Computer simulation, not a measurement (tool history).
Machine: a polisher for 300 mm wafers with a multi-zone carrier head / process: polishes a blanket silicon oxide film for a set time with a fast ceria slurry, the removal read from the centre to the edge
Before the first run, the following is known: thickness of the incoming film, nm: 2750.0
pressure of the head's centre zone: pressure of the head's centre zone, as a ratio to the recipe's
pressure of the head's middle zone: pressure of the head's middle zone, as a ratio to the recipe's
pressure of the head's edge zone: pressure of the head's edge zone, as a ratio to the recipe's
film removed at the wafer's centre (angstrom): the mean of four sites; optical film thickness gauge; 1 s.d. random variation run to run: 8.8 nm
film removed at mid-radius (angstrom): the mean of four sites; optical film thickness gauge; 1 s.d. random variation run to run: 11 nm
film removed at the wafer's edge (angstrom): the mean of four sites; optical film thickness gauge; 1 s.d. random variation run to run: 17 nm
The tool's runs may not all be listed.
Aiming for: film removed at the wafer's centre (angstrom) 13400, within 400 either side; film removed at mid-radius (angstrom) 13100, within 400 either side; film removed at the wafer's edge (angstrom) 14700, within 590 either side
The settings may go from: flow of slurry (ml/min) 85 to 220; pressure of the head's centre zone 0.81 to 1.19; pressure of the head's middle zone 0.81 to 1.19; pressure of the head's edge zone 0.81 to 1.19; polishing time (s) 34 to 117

run	hour	flow of slurry (ml/min)	pressure of the head's centre zone	pressure of the head's middle zone	pressure of the head's edge zone	polishing time (s)	film removed at the wafer's centre (angstrom)	film removed at mid-radius (angstrom)	film removed at the wafer's edge (angstrom)
1	0	140	1	1	1	75	11828	11754	11838
2	3.3	140	1	1	1	90	14276	14114	14440
3	9.4	135	0.99	0.99	1.02	90	13858	13880	14687
4	16.9	130	0.99	0.98	1.02	90	13777	13932	14539
5	25.7	130	0.99	1.02	1.02	90	13774	14056	14459
6	32	130	1.05	1.02	1.02	90	14852	14092	14351
7	37.2	120	1.04	1	1.03	90	14127	13675	14435
8	46.2	115	1.04	0.99	1.04	90	14129	13670	14455
9	50.3	110	1.04	0.98	1.05	90	14184	13562	14468
10	57.9	105	1.03	0.97	1.06	90	13881	13309	14343

Pick the move, out of 4, that brings all results within their allowed miss; only one does.
A	65.5	90	0.98	1.02	1	93	?	?	?
B	65.5	95	1.04	1.06	1.03	85	?	?	?
C	65.5	95	1	1.04	1.07	93	?	?	?
D	65.5	85	1	0.95	1.08	93	?	?	?

move	film removed at the wafer's centre (angstrom)	film removed at mid-radius (angstrom)	film removed at the wafer's edge (angstrom)
A	13143	13704	14111
B	12836	12939	13162
C	13538	13994	14677
D	13234	13000	14566
A: the furthest-off result lands on target, but another misses its tolerance
B: carries the result that was furthest off beyond its target, to the other side
C: the furthest-off result lands on target, but another misses its tolerance
D: every result lands within tolerance
Answer: D

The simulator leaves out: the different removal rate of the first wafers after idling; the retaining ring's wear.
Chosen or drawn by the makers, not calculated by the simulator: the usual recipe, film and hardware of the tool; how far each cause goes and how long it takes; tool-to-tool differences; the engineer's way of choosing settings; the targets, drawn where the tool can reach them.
